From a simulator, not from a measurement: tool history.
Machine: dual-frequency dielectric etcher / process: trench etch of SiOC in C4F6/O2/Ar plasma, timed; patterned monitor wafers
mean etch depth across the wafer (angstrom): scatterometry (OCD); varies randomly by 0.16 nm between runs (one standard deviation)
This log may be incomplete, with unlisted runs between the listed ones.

| run | hour | source power (kW) | bias power (kW) | etch time (s) | mean etch depth across the wafer (angstrom) |
|---|---|---|---|---|---|
| 1 | 0.0 | 0.250 | 0.246 | 12.5 | 264.83 |
| 2 | 6.8 | 0.230 | 0.246 | 12.5 | 256.35 |
| 3 | 9.1 | 0.220 | 0.243 | 12.5 | 248.53 |
| 4 | 13.5 | 0.220 | 0.242 | 12.5 | 249.70 |
| 5 | 22.2 | 0.210 | 0.241 | 12.5 | 244.49 |
| 6 | 27.8 | 0.210 | 0.240 | 12.5 | 244.30 |
| 7 | 29.5 | 0.210 | 0.239 | 12.5 | 246.32 |

Expected results for the next run?
| 8 | 30.4 | 0.210 | 0.237 | 12.5 | ? |

mean etch depth across the wafer (angstrom): 247.75

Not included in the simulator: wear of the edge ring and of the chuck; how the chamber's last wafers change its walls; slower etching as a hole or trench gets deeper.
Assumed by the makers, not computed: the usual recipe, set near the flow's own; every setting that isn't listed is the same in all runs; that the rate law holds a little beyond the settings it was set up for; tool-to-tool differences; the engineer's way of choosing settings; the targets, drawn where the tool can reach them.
